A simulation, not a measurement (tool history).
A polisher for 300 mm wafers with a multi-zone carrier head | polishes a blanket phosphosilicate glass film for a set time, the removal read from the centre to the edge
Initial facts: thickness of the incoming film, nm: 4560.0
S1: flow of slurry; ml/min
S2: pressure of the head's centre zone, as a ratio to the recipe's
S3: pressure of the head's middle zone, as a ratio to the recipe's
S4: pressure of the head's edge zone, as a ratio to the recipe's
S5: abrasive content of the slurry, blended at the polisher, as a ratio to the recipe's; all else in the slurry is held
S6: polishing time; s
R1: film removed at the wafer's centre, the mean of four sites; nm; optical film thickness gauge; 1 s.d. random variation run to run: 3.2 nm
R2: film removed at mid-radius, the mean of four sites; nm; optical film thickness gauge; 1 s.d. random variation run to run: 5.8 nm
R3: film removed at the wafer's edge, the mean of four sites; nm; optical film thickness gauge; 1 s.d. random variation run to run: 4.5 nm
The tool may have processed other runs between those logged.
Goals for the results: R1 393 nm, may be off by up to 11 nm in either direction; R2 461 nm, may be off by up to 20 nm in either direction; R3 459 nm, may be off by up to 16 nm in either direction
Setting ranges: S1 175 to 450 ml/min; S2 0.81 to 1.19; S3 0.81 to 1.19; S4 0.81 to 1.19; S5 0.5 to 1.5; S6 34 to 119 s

run  hour   S1    S2    S3    S4    S5  S6      R1      R2      R3
  1     0  290     1     1     1     1  76  572.11  573.85  580.25
  2   3.6  285  0.95  0.99  0.97   0.9  76  539.75  559.17  553.42
  3    10  285  0.95  1.07  0.97   0.9  76  533.56  586.81   548.4
  4  15.5  285  0.95  1.01  0.97   0.9  76  533.08     565   555.4
  5  18.6  285  0.98  1.01  0.97   0.9  76  544.79  577.22  549.56
  6  25.4  285  1.02  1.01  0.97   0.9  76  572.36  572.16  552.79
  7  28.1  280  0.97     1  0.98   0.8  75  516.15  533.72   529.1
  8  33.7  275  0.93     1  0.98   0.7  74  466.01  505.25  510.11
  9  40.6  275  0.91     1  0.96  0.65  74  444.86  491.56  482.43
 10  46.3  270  0.88  0.99  0.95  0.65  74  445.74  485.29  488.37
 11  52.6  270  0.86     1  0.95   0.6  74  417.44  490.23  475.12
 12    57  265  0.85  0.99  0.95   0.6  74   414.5  471.29  470.44
 13  63.1  260  0.84  0.99  0.95   0.6  74  409.18  476.68  474.77

Below are 4 possible settings for the next run. Only one of them brings all results inside the allowed miss of their targets. Which is it?
  A  69.2  320  0.91  0.98  0.85   0.8  68   ?   ?   ?
  B  69.2  235  0.85  1.01  0.99   0.8  66   ?   ?   ?
  C  69.2  255  0.82  0.96  1.01  0.55  76   ?   ?   ?
  D  69.2  285  0.81  0.95  1.05  0.65  71   ?   ?   ?

move      R1      R2      R3
   A  450.57  481.56  454.11
   B  394.75  462.19  459.78
   C  399.14  462.13  483.43
   D  392.74  455.09  487.98
A: the biggest miss grows against the last run
B: hits every target within its allowed miss
C: brings the last run's worst result on target, with another outside its allowed miss
D: brings the last run's worst result on target, with another outside its allowed miss
Go with B: it meets all targets.
